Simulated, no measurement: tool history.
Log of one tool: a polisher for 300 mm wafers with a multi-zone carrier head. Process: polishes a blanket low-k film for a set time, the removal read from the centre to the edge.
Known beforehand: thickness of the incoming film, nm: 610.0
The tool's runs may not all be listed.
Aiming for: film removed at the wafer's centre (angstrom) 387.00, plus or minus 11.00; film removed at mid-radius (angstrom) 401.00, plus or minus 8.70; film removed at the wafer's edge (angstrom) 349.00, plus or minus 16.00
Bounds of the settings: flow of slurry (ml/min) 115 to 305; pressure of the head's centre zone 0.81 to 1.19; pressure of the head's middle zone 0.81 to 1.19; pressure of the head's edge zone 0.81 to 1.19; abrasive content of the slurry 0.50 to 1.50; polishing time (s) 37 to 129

run	hour	flow of slurry (ml/min)	pressure of the head's centre zone	pressure of the head's middle zone	pressure of the head's edge zone	abrasive content of the slurry	polishing time (s)	film removed at the wafer's centre (angstrom)	film removed at mid-radius (angstrom)	film removed at the wafer's edge (angstrom)
1	0.0	195	1.00	1.00	1.00	1.00	83	295.46	299.28	296.55
2	7.8	205	1.02	1.03	1.02	1.05	83	306.60	317.29	300.11
3	11.2	205	1.02	1.03	1.11	1.05	83	309.88	314.89	310.47
4	18.7	210	1.03	1.05	1.12	1.10	83	319.54	326.57	328.59
5	22.7	210	1.03	1.05	1.12	1.10	68	264.43	268.45	261.13
6	26.2	165	1.03	1.05	1.12	1.10	68	247.90	258.47	255.15
7	35.1	180	1.05	1.07	1.12	1.15	69	269.48	273.97	270.64
8	37.4	195	1.05	1.09	1.10	1.20	70	279.81	291.13	281.44
9	44.6	210	1.06	1.11	1.08	1.25	71	293.59	308.98	283.68
10	47.3	250	1.15	1.19	1.18	1.50	77	371.98	381.75	345.95
11	50.3	250	1.15	1.19	1.18	1.50	77	377.28	383.58	347.67
12	54.5	255	1.15	1.19	1.17	1.50	77	376.32	382.64	345.86
13	58.0	260	1.15	1.19	1.16	1.50	77	375.80	377.89	344.29
14	66.7	275	1.10	1.19	1.06	1.50	84	402.31	420.74	363.95
15	68.1	270	1.10	1.19	1.05	1.50	84	398.62	416.96	370.33
16	74.6	270	1.10	1.19	1.05	1.50	84	397.85	412.98	372.23
17	82.1	275	1.10	1.19	1.05	1.45	84	400.24	407.93	356.92
18	88.6	265	1.09	1.19	1.04	1.45	84	393.31	409.62	367.47
19	93.8	270	1.09	1.19	1.04	1.45	84	393.40	416.49	360.61

Consider the 5 candidate settings below. Which is the only one whose results all fall within their allowed miss of target?
A	99.0	285	1.07	1.14	0.96	1.45	84	?	?	?
B	99.0	300	1.14	1.16	1.07	1.50	78	?	?	?
C	99.0	180	0.93	1.04	1.14	1.50	92	?	?	?
D	99.0	305	1.04	1.19	1.11	1.35	82	?	?	?
E	99.0	215	1.01	1.06	1.15	1.50	88	?	?	?

move	film removed at the wafer's centre (angstrom)	film removed at mid-radius (angstrom)	film removed at the wafer's edge (angstrom)
A	391.21	406.15	345.50
B	390.95	387.82	338.51
C	359.25	401.20	389.47
D	365.41	398.93	346.92
E	380.10	398.58	381.17
A: all results in spec
B: the result that was furthest off in the last run now lies on the other side of its target
C: the furthest-off result lands on target, but another misses its tolerance
D: the furthest-off result lands on target, but another misses its tolerance
E: the furthest-off result lands on target, but another misses its tolerance
Correct choice: A, which meets every target
